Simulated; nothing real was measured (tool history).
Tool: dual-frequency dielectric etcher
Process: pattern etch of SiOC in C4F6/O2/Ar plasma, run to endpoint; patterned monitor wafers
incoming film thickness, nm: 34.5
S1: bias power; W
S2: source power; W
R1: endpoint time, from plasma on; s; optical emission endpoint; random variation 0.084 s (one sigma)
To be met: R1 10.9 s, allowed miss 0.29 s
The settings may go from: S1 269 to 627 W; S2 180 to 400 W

Run 1, hour 0: S1 448 W, S2 290 W. Result: R1 13.658 s.
Run 2, hour 5.3: S1 404 W, S2 290 W. Result: R1 14.297 s.
Run 3, hour 11.3: S1 453 W, S2 290 W. Result: R1 13.599 s.
Run 4, hour 12.7: S1 394 W, S2 290 W. Result: R1 14.158 s.
Run 5, hour 13.9: S1 357 W, S2 290 W. Result: R1 14.776 s.
Run 6, hour 16: S1 404 W, S2 310 W. Result: R1 13.698 s.
Run 7, hour 19.6: S1 439 W, S2 320 W. Result: R1 12.953 s.
Run 8, hour 21: S1 468 W, S2 320 W. Result: R1 12.683 s.
Run 9, hour 26.4: S1 493 W, S2 330 W. Result: R1 12.272 s.
Run 10, hour 34.6: S1 513 W, S2 330 W. Result: R1 11.885 s.
Run 11, hour 42.2: S1 527 W, S2 330 W. Result: R1 12.03 s.
Run 12, hour 45: S1 527 W, S2 330 W. Result: R1 11.91 s.

Which of these 4 next moves meets every target?
Run A, hour 47.8: S1 567 W, S2 370 W. Result: R1 ?.
Run B, hour 47.8: S1 576 W, S2 400 W. Result: R1 ?.
Run C, hour 47.8: S1 616 W, S2 380 W. Result: R1 ?.
Run D, hour 47.8: S1 598 W, S2 400 W. Result: R1 ?.

move      R1
   A   10.85
   B  10.363
   C  10.366
   D  10.215
A: meets every target
B: takes the result that was furthest off past its target
C: takes the result that was furthest off past its target
D: takes the result that was furthest off past its target
Move A is the one to make.

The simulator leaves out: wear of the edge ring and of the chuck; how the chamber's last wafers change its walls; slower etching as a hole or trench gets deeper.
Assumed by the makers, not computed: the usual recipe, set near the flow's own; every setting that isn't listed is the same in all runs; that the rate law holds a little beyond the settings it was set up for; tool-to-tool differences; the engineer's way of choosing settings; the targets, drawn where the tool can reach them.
